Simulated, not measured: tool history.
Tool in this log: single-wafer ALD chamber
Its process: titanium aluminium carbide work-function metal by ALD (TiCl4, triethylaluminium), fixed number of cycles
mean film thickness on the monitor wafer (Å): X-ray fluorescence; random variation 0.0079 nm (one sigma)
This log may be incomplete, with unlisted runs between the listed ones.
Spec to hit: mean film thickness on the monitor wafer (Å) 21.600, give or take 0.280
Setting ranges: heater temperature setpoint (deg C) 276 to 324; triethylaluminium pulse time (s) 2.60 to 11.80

run    day  heater temperature setpoint (deg C)  triethylaluminium pulse time (s)  mean film thickness on the monitor wafer (Å)
  1  0.000                                  300                              7.20                                        18.729
  2  0.046                                  304                              7.49                                        19.264
  3  0.421                                  307                              7.69                                        19.580
  4  0.475                                  310                              7.91                                        19.951
  5  0.562                                  310                              6.28                                        18.862
  6  0.854                                  310                              4.70                                        16.728
  7  1.154                                  312                              5.34                                        17.870
  8  1.417                                  314                              5.82                                        18.552
  9  1.608                                  316                              6.17                                        18.956
 10  1.683                                  317                              6.51                                        19.519
 11  1.950                                  318                              6.74                                        19.822
 12  2.196                                  319                              6.94                                        19.973
 13  2.492                                  320                              7.15                                        20.213
 14  2.658                                  321                              7.34                                        20.314
 15  2.825                                  322                              7.55                                        20.646
 16  3.033                                  322                              7.70                                        20.669
 17  3.392                                  322                              7.86                                        20.980
 18  3.612                                  322                              7.95                                        21.006
 19  3.683                                  322                              8.04                                        20.889
 20  3.858                                  322                              8.16                                        20.980
 21  3.946                                  322                              8.27                                        21.021

Exactly one of the 4 candidate moves below puts every result within its allowed miss. Which one?
  A  4.033                                  314                              7.41                                             ?
  B  4.033                                  316                              8.01                                             ?
  C  4.033                                  321                              9.69                                             ?
  D  4.033                                  314                              8.14                                             ?

move  mean film thickness on the monitor wafer (Å)
   A                                        19.831
   B                                        20.319
   C                                        21.330
   D                                        20.235
A: lands further from the targets than the last run did
B: lands further from the targets than the last run did
C: all results land within tolerance of their targets
D: lands further from the targets than the last run did
So the answer is move C, the one that meets all the targets.
